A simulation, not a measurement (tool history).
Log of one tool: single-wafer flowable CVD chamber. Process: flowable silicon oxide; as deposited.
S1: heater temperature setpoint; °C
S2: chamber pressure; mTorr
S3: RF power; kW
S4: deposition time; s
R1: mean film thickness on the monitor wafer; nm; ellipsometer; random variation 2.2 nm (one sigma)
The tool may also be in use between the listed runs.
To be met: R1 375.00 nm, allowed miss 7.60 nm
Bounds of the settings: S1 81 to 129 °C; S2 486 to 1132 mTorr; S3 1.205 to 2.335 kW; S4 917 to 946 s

{"run": 1, "hour": 0.0, "S1": 105, "S2": 809, "S3": 1.77, "S4": 917, "R1": 451.58}
{"run": 2, "hour": 4.6, "S1": 105, "S2": 809, "S3": 1.675, "S4": 917, "R1": 445.01}
{"run": 3, "hour": 5.4, "S1": 105, "S2": 809, "S3": 1.815, "S4": 917, "R1": 450.08}
{"run": 4, "hour": 10.0, "S1": 106, "S2": 809, "S3": 1.815, "S4": 917, "R1": 437.85}
{"run": 5, "hour": 14.7, "S1": 106, "S2": 809, "S3": 1.665, "S4": 917, "R1": 432.01}
{"run": 6, "hour": 22.9, "S1": 114, "S2": 809, "S3": 1.665, "S4": 917, "R1": 342.39}
{"run": 7, "hour": 23.4, "S1": 113, "S2": 809, "S3": 1.665, "S4": 917, "R1": 351.07}
{"run": 8, "hour": 24.8, "S1": 112, "S2": 809, "S3": 1.665, "S4": 917, "R1": 360.64}

Which of these 4 next moves meets every target?
{"run": "A", "hour": 26.2, "S1": 109, "S2": 713, "S3": 1.685, "S4": 946, "R1": "?"}
{"run": "B", "hour": 26.2, "S1": 111, "S2": 799, "S3": 1.395, "S4": 946, "R1": "?"}
{"run": "C", "hour": 26.2, "S1": 114, "S2": 781, "S3": 1.76, "S4": 924, "R1": "?"}
{"run": "D", "hour": 26.2, "S1": 110, "S2": 764, "S3": 1.65, "S4": 946, "R1": "?"}

move=A R1=361.45
move=B R1=359.23
move=C R1=339.31
move=D R1=373.31
A: nearer than the last run, and not there yet
B: further off than the last run
C: further off than the last run
D: meets every target
Answer: D
